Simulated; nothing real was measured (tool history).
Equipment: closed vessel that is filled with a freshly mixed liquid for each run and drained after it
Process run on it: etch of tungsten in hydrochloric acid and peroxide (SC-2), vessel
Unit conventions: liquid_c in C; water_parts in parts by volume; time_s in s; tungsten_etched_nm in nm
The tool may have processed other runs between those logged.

| run | day | liquid_c | water_parts | time_s | tungsten_etched_nm |
|---|---|---|---|---|---|
| 1 | 0.000 | 48.0 | 5.5 | 105 | 53.631 |
| 2 | 0.242 | 48.0 | 5.5 | 115 | 58.458 |
| 3 | 0.292 | 48.0 | 7.0 | 115 | 48.891 |
| 4 | 0.604 | 50.5 | 7.0 | 115 | 58.022 |
| 5 | 0.950 | 45.5 | 7.0 | 115 | 41.345 |
| 6 | 0.983 | 45.5 | 6.0 | 115 | 45.966 |
| 7 | 1.146 | 48.5 | 6.0 | 115 | 56.829 |
| 8 | 1.188 | 56.5 | 6.0 | 115 | 96.716 |
| 9 | 1.342 | 57.5 | 6.0 | 115 | 102.480 |

The next listed run, before its measurement:
| 10 | 1.588 | 58.0 | 6.0 | 115 | ? |

Run 10 gave tungsten_etched_nm 106.740 nm.

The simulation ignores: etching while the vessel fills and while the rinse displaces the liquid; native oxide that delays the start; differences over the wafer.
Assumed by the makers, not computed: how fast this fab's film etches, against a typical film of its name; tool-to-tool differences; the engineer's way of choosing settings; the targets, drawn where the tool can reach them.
